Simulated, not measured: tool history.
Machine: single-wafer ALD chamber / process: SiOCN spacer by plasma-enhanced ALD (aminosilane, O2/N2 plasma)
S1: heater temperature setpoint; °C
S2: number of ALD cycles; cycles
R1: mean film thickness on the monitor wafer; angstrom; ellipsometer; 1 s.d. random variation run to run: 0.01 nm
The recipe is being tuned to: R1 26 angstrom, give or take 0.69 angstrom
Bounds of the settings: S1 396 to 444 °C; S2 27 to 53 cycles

run  hour   S1  S2      R1
  1     0  420  40  21.487
  2   8.4  418  41  22.169
  3  16.4  425  41  21.609
  4  23.8  425  44   23.25
  5  24.6  417  44  23.675
  6  28.2  417  42  22.749
  7  30.9  416  43  23.217
  8  39.5  415  44  23.796
  9  40.5  415  44  23.863
 10  49.3  414  45  24.404
 11  53.2  414  45  24.502

Consider the 5 candidate settings below. Which is the only one whose results all fall within their allowed miss of target?
  A  57.1  407  47   ?
  B  57.1  421  45   ?
  C  57.1  404  41   ?
  D  57.1  406  39   ?
  E  57.1  418  42   ?

move      R1
   A  26.056
   B  24.001
   C  22.915
   D   21.68
   E   22.59
A: each result inside its tolerance
B: further off than the last run
C: further off than the last run
D: further off than the last run
E: further off than the last run
Answer: A
